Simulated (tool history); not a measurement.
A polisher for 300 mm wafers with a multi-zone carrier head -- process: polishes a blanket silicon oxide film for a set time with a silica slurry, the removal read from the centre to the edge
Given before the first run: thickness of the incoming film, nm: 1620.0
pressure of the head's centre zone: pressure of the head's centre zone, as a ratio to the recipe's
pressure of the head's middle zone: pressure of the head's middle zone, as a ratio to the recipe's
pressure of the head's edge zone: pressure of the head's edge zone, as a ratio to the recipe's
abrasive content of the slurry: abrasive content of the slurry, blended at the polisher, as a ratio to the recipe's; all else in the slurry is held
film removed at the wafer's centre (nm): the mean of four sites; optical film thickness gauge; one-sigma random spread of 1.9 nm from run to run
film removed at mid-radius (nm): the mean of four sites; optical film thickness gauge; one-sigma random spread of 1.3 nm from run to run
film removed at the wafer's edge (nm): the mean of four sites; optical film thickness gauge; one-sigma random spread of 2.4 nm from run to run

| run | hour | flow of slurry (ml/min) | pressure of the head's centre zone | pressure of the head's middle zone | pressure of the head's edge zone | abrasive content of the slurry | polishing time (s) | film removed at the wafer's centre (nm) | film removed at mid-radius (nm) | film removed at the wafer's edge (nm) |
|---|---|---|---|---|---|---|---|---|---|---|
| 1 | 0.0 | 195 | 1.00 | 1.00 | 1.00 | 1.00 | 70 | 197.47 | 198.22 | 196.04 |
| 2 | 7.7 | 185 | 0.96 | 1.00 | 0.95 | 0.95 | 70 | 185.95 | 188.35 | 192.60 |
| 3 | 11.2 | 190 | 0.96 | 1.05 | 0.95 | 0.85 | 69 | 173.12 | 185.99 | 176.26 |
| 4 | 12.4 | 230 | 0.96 | 1.05 | 0.95 | 0.85 | 69 | 177.21 | 186.85 | 176.52 |
| 5 | 20.2 | 230 | 0.96 | 1.05 | 0.87 | 0.85 | 69 | 176.33 | 188.26 | 170.38 |
| 6 | 28.8 | 190 | 0.96 | 1.05 | 0.87 | 0.85 | 69 | 168.32 | 185.32 | 166.51 |
| 7 | 33.3 | 185 | 0.95 | 1.05 | 0.87 | 0.85 | 69 | 169.82 | 184.06 | 163.93 |

Forecast run 8:
| 8 | 36.2 | 180 | 0.92 | 1.05 | 0.88 | 0.85 | 69 | ? | ? | ? |

{"run 8": {"film removed at the wafer's centre (nm)": 160.79, "film removed at mid-radius (nm)": 180.21, "film removed at the wafer's edge (nm)": 167.99}}
